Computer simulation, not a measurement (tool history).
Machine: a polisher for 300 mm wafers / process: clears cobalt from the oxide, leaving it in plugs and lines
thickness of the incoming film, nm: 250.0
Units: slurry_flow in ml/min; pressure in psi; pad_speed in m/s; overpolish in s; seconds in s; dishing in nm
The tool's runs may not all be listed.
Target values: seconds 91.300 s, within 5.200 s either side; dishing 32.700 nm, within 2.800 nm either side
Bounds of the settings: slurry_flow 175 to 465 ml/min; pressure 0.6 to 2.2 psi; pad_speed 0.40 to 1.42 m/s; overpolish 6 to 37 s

run  hour  slurry_flow  pressure  pad_speed  overpolish  seconds  dishing
  1   0.0          295       1.4       0.90          19   72.367   33.870
  2   2.8          295       1.4       0.90          13   74.768   28.002
  3  10.0          355       1.4       0.90          13   71.581   26.790
  4  11.2          355       1.4       0.98          13   67.454   29.584
  5  12.0          355       1.3       0.98          14   72.695   30.692
  6  19.6          355       1.0       0.98          14   83.851   27.184
  7  28.3          355       1.0       0.98          14   86.175   26.108
  8  37.2          355       1.0       0.98          15   87.318   29.057
  9  39.8          355       0.9       0.98          17   94.232   28.159
     47.0  -- worn pad replaced by a new one
 10  47.0          355       0.9       0.98          20   85.336   33.929

Below are 4 possible settings for the next run. Only one of them brings all results inside the allowed miss of their targets. Which is it?
  A  54.2          330       0.6       1.12          35        ?        ?
  B  54.2          400       0.8       1.16          22        ?        ?
  C  54.2          370       0.9       1.10          26        ?        ?
  D  54.2          350       0.8       1.00          21        ?        ?

move  seconds  dishing
   A   99.949   39.890
   B   80.408   36.173
   C   78.146   39.001
   D   91.407   33.428
A: moves the result that the last run missed by most past its target, out the other side
B: its largest miss is bigger than the last run's
C: its largest miss is bigger than the last run's
D: each result inside its tolerance
D meets every target.
